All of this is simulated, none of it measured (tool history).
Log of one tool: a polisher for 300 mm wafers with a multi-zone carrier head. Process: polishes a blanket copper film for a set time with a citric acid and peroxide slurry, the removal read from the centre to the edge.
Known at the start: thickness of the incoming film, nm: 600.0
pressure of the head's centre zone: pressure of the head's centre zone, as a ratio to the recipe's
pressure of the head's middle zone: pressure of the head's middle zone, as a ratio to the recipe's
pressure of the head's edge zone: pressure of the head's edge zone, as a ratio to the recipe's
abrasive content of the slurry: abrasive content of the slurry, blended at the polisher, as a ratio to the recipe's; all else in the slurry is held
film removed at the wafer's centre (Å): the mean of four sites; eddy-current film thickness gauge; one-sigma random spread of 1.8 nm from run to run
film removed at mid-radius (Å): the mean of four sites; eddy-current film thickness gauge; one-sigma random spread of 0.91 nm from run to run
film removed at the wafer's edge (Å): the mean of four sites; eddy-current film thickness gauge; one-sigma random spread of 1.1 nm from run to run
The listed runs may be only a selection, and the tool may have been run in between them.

run	day	flow of slurry (ml/min)	pressure of the head's centre zone	pressure of the head's middle zone	pressure of the head's edge zone	abrasive content of the slurry	polishing time (s)	film removed at the wafer's centre (Å)	film removed at mid-radius (Å)	film removed at the wafer's edge (Å)
1	0	270	1	1	1	1	73	1696.8	1748.4	1704.8
2	0.233	270	1	1	1	1	80	1799.9	1897	1828.7
3	0.304	265	1	0.97	0.97	0.9	80	1779	1818.4	1782
4	0.662	265	1	0.97	1.03	0.9	80	1789.6	1823	1836.3
5	0.692	265	1.07	0.97	1.03	0.9	80	1894.9	1806.5	1849.9
6	0.954	260	1.06	0.95	1	0.8	79	1846	1694.8	1723.4
7	0.996	250	1.03	0.93	0.97	0.75	79	1726	1671	1670
8	1.362	215	1.05	0.83	0.88	0.5	77	1518.7	1306.1	1400.8

For run 9, what comes out?
9	1.492	215	1.05	0.83	0.88	0.5	77	?	?	?

Run 9 came out at film removed at the wafer's centre (Å) 1521.1, film removed at mid-radius (Å) 1304.6, film removed at the wafer's edge (Å) 1401.
